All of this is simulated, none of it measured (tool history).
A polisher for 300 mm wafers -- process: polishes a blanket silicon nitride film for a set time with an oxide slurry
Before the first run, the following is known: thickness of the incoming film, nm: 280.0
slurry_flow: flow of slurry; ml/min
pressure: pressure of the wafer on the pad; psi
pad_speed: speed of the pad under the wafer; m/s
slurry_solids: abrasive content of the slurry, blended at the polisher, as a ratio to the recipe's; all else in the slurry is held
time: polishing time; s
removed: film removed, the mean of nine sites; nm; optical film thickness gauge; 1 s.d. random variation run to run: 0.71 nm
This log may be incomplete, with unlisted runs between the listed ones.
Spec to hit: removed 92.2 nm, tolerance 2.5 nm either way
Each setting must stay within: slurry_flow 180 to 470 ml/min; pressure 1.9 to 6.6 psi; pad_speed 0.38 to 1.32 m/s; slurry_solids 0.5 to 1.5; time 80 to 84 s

run 1 hour=0 | slurry_flow=300 pressure=4.2 pad_speed=0.84 slurry_solids=1 time=80 | removed=62.615
run 2 hour=4.5 | slurry_flow=300 pressure=4.2 pad_speed=0.84 slurry_solids=1 time=84 | removed=67.699
run 3 hour=6.8 | slurry_flow=300 pressure=4.2 pad_speed=0.84 slurry_solids=1.15 time=84 | removed=72.372
run 4 hour=10.7 | slurry_flow=300 pressure=4.2 pad_speed=0.66 slurry_solids=1.15 time=84 | removed=61.856
run 5 hour=14.9 | slurry_flow=300 pressure=4.6 pad_speed=0.66 slurry_solids=1.15 time=84 | removed=67.015
run 6 hour=21 | slurry_flow=300 pressure=5.5 pad_speed=0.66 slurry_solids=1.15 time=84 | removed=79.741
run 7 hour=29.5 | slurry_flow=300 pressure=5.7 pad_speed=0.66 slurry_solids=1.15 time=84 | removed=81.21
run 8 hour=35.5 | slurry_flow=300 pressure=5.9 pad_speed=0.66 slurry_solids=1.15 time=84 | removed=83.27
run 9 hour=36.5 | slurry_flow=300 pressure=6 pad_speed=0.66 slurry_solids=1.15 time=84 | removed=85.093
run 10 hour=39 | slurry_flow=300 pressure=6.1 pad_speed=0.66 slurry_solids=1.15 time=84 | removed=86.138

Next run, 5 choices. One meets every target within its allowed miss, the rest don't. Which?
run A hour=41.5 | slurry_flow=210 pressure=5.6 pad_speed=0.8 slurry_solids=1.15 time=84 | removed=?
run B hour=41.5 | slurry_flow=230 pressure=5.9 pad_speed=0.82 slurry_solids=1.1 time=84 | removed=?
run C hour=41.5 | slurry_flow=375 pressure=6.6 pad_speed=0.62 slurry_solids=1.15 time=80 | removed=?
run D hour=41.5 | slurry_flow=280 pressure=6.1 pad_speed=0.7 slurry_solids=1.1 time=84 | removed=?
run E hour=41.5 | slurry_flow=205 pressure=5.7 pad_speed=0.88 slurry_solids=1.05 time=82 | removed=?

move=A removed=86.961
move=B removed=91.589
move=C removed=87.653
move=D removed=87.623
move=E removed=86.911
A: better than the last run, though not everything is in spec
B: every result within its allowed miss
C: better than the last run, though not everything is in spec
D: better than the last run, though not everything is in spec
E: better than the last run, though not everything is in spec
B meets every target.

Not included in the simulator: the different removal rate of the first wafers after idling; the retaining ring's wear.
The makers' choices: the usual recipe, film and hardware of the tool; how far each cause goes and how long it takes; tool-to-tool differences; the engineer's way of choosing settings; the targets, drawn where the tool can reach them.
